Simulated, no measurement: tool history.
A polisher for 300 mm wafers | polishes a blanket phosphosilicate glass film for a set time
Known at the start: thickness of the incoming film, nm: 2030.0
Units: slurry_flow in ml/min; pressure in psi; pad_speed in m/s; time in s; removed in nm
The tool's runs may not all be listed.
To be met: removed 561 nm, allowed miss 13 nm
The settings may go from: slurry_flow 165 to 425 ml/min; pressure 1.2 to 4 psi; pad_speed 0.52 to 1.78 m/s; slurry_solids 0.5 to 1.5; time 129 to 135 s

{"run": 1, "day": 0.0, "slurry_flow": 275, "pressure": 2.6, "pad_speed": 1.14, "slurry_solids": 1, "time": 129, "removed": 860.34}
{"run": 2, "day": 0.2, "slurry_flow": 275, "pressure": 2.6, "pad_speed": 1.14, "slurry_solids": 1, "time": 129, "removed": 866.3}
{"run": 3, "day": 0.321, "slurry_flow": 275, "pressure": 2.6, "pad_speed": 1.14, "slurry_solids": 0.85, "time": 129, "removed": 800.9}
{"run": 4, "day": 0.383, "slurry_flow": 225, "pressure": 2.6, "pad_speed": 1.14, "slurry_solids": 0.85, "time": 129, "removed": 785.4}
{"run": 5, "day": 0.725, "slurry_flow": 225, "pressure": 2.6, "pad_speed": 1.14, "slurry_solids": 0.75, "time": 129, "removed": 722.88}
{"run": 6, "day": 1.025, "slurry_flow": 215, "pressure": 2.4, "pad_speed": 1.14, "slurry_solids": 0.75, "time": 129, "removed": 687.39}
{"run": 7, "day": 1.271, "slurry_flow": 210, "pressure": 2.2, "pad_speed": 1.14, "slurry_solids": 0.75, "time": 129, "removed": 641.7}
{"run": 8, "day": 1.533, "slurry_flow": 205, "pressure": 2.1, "pad_speed": 1.14, "slurry_solids": 0.75, "time": 129, "removed": 624.17}
{"run": 9, "day": 1.867, "slurry_flow": 205, "pressure": 2, "pad_speed": 1.14, "slurry_solids": 0.75, "time": 129, "removed": 598.52}
{"day": 2.217, "done": "head pressure recalibrated"}
{"run": 10, "day": 2.217, "slurry_flow": 205, "pressure": 1.9, "pad_speed": 1.14, "slurry_solids": 0.75, "time": 129, "removed": 625.49}

5 next moves are on the table. One of them brings every result within its allowed miss. Which?
{"run": "A", "day": 2.567, "slurry_flow": 200, "pressure": 2.3, "pad_speed": 1.14, "slurry_solids": 0.75, "time": 129, "removed": "?"}
{"run": "B", "day": 2.567, "slurry_flow": 245, "pressure": 1.9, "pad_speed": 1.08, "slurry_solids": 0.8, "time": 135, "removed": "?"}
{"run": "C", "day": 2.567, "slurry_flow": 200, "pressure": 1.9, "pad_speed": 1.3, "slurry_solids": 0.8, "time": 131, "removed": "?"}
{"run": "D", "day": 2.567, "slurry_flow": 240, "pressure": 2, "pad_speed": 0.94, "slurry_solids": 0.65, "time": 135, "removed": "?"}
{"run": "E", "day": 2.567, "slurry_flow": 200, "pressure": 2, "pad_speed": 1.08, "slurry_solids": 0.8, "time": 132, "removed": "?"}

move=A removed=705.13
move=B removed=658.4
move=C removed=705.16
move=D removed=551.87
move=E removed=656.67
A: further off than the last run
B: further off than the last run
C: further off than the last run
D: meets every target
E: further off than the last run
Move D is the one to make.
